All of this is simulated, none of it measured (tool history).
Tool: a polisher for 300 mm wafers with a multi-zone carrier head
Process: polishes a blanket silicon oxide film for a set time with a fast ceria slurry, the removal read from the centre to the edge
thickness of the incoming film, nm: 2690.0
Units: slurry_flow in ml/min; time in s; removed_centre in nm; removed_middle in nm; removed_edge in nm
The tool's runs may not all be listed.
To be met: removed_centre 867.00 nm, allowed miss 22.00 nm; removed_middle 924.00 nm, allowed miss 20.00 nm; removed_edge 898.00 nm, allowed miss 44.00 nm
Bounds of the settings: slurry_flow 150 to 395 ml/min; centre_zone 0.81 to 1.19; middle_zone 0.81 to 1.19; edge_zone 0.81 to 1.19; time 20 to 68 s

| run | day | slurry_flow | centre_zone | middle_zone | edge_zone | time | removed_centre | removed_middle | removed_edge |
|---|---|---|---|---|---|---|---|---|---|
| 1 | 0.000 | 250 | 1.00 | 1.00 | 1.00 | 44 | 682.81 | 694.63 | 688.86 |
| 2 | 0.283 | 250 | 1.00 | 0.96 | 1.00 | 44 | 681.33 | 666.66 | 685.35 |
| 3 | 0.358 | 255 | 1.01 | 0.98 | 1.02 | 45 | 706.11 | 688.68 | 707.21 |
| 4 | 0.721 | 260 | 1.01 | 1.00 | 1.04 | 46 | 723.44 | 718.25 | 720.28 |
| 5 | 0.933 | 260 | 1.01 | 1.00 | 1.04 | 42 | 655.84 | 660.13 | 668.36 |
| 6 | 1.158 | 260 | 1.01 | 1.01 | 1.06 | 43 | 670.34 | 684.20 | 690.93 |
| 7 | 1.308 | 260 | 1.02 | 1.02 | 1.08 | 44 | 692.53 | 699.38 | 716.67 |
| 8 | 1.471 | 260 | 1.03 | 1.04 | 1.09 | 45 | 723.19 | 726.42 | 723.37 |
| 9 | 1.588 | 265 | 1.03 | 1.05 | 1.10 | 46 | 741.32 | 749.56 | 753.23 |
| 10 | 1.883 | 335 | 1.08 | 1.15 | 1.19 | 50 | 852.66 | 899.80 | 874.33 |

Which of these 4 next moves meets every target?
| A | 2.179 | 360 | 1.05 | 1.08 | 1.19 | 51 | ? | ? | ? |
| B | 2.179 | 395 | 0.94 | 1.12 | 1.18 | 53 | ? | ? | ? |
| C | 2.179 | 325 | 1.05 | 1.13 | 1.18 | 52 | ? | ? | ? |
| D | 2.179 | 320 | 0.99 | 1.05 | 1.19 | 56 | ? | ? | ? |

| move | removed_centre | removed_middle | removed_edge |
|---|---|---|---|
| A | 856.77 | 877.12 | 880.81 |
| B | 802.44 | 945.98 | 915.46 |
| C | 866.40 | 921.16 | 888.27 |
| D | 877.68 | 933.06 | 960.93 |
A: further off than the last run
B: takes the result that was furthest off past its target
C: meets every target
D: brings the result that was furthest off to its target, and leaves another outside
Move C is the one to make.

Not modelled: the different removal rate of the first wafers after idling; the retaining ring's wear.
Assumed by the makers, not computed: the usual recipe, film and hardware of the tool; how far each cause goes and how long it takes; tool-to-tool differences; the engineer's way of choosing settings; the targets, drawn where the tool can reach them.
